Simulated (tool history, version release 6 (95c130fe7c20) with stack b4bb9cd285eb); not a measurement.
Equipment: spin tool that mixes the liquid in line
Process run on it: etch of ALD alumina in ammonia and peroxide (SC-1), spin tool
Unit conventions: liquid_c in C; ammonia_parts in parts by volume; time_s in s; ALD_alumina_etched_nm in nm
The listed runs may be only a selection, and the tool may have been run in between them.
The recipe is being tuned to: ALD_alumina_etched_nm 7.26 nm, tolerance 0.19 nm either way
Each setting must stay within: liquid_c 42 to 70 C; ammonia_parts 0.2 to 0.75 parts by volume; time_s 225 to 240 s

run,hour,liquid_c,ammonia_parts,time_s,ALD_alumina_etched_nm
1,0,58,0.45,225,10.012
2,1,57,0.45,225,9.5697
3,6,57,0.55,225,9.6882
4,7.9,56,0.55,225,9.2976
5,15.3,56,0.7,225,9.4916
6,21.2,56,0.7,240,10.076
7,24.9,54.5,0.7,240,9.2632
8,30.8,53.5,0.7,240,8.8414
9,34.2,53.5,0.7,240,8.8965

Which single option among these 5 for the next run brings every result within its allowed miss of target? Just one does.
A,37.6,50,0.6,225,?
B,37.6,51,0.7,240,?
C,37.6,51,0.75,225,?
D,37.6,57.5,0.65,225,?
E,37.6,57,0.45,240,?

move,ALD_alumina_etched_nm
A,6.759
B,7.7278
C,7.2923
D,10.178
E,10.215
A: pushes the last run's worst result past its target
B: an improvement on the last run, though not all results are within tolerance
C: every result lands within tolerance
D: moves away from the targets compared with the last run
E: moves away from the targets compared with the last run
C meets every target.
